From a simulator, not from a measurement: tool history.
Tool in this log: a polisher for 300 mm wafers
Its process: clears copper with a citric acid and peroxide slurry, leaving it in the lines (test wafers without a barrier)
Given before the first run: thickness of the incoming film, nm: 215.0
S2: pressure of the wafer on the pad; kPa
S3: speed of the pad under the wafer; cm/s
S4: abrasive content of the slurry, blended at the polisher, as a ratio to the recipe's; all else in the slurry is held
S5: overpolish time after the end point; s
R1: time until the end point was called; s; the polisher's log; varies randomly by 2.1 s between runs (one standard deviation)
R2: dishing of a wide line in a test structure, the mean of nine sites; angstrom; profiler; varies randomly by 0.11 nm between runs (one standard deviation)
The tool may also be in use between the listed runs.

Run 1, hour 0: flow of slurry (ml/min) 220, S2 23.4 kPa, S3 84 cm/s, S4 1, S5 11 s. Result: R1 107.28 s, R2 167.54 angstrom.
Run 2, hour 1: flow of slurry (ml/min) 220, S2 29 kPa, S3 84 cm/s, S4 1, S5 11 s. Result: R1 91.335 s, R2 199.19 angstrom.
Run 3, hour 4.8: flow of slurry (ml/min) 220, S2 24.8 kPa, S3 88 cm/s, S4 1, S5 9 s. Result: R1 97.516 s, R2 151.75 angstrom.
Run 4, hour 6.3: flow of slurry (ml/min) 200, S2 24.8 kPa, S3 88 cm/s, S4 1, S5 9 s. Result: R1 99.76 s, R2 145.45 angstrom.
Run 5, hour 7.1: flow of slurry (ml/min) 185, S2 21.4 kPa, S3 94 cm/s, S4 0.95, S5 8 s. Result: R1 115.17 s, R2 120.34 angstrom.
Run 6, hour 14.8: flow of slurry (ml/min) 185, S2 17.9 kPa, S3 94 cm/s, S4 0.95, S5 8 s. Result: R1 133.83 s, R2 101.76 angstrom.
Run 7, hour 18.4: flow of slurry (ml/min) 190, S2 11 kPa, S3 118 cm/s, S4 1, S5 3 s. Result: R1 171.75 s, R2 31.71 angstrom.
Run 8, hour 27.2: flow of slurry (ml/min) 195, S2 12.4 kPa, S3 122 cm/s, S4 1.05, S5 3 s. Result: R1 148.57 s, R2 35.19 angstrom.
Run 9, hour 28.4: flow of slurry (ml/min) 195, S2 13.1 kPa, S3 124 cm/s, S4 1.05, S5 3 s. Result: R1 136 s, R2 39.029 angstrom.

The next listed run, before its measurement:
Run 10, hour 31.8: flow of slurry (ml/min) 200, S2 13.8 kPa, S3 126 cm/s, S4 1.05, S5 3 s. Result: R1 ?, R2 ?.

{"run 10": {"R1": 124.28, "R2": 42.379}}
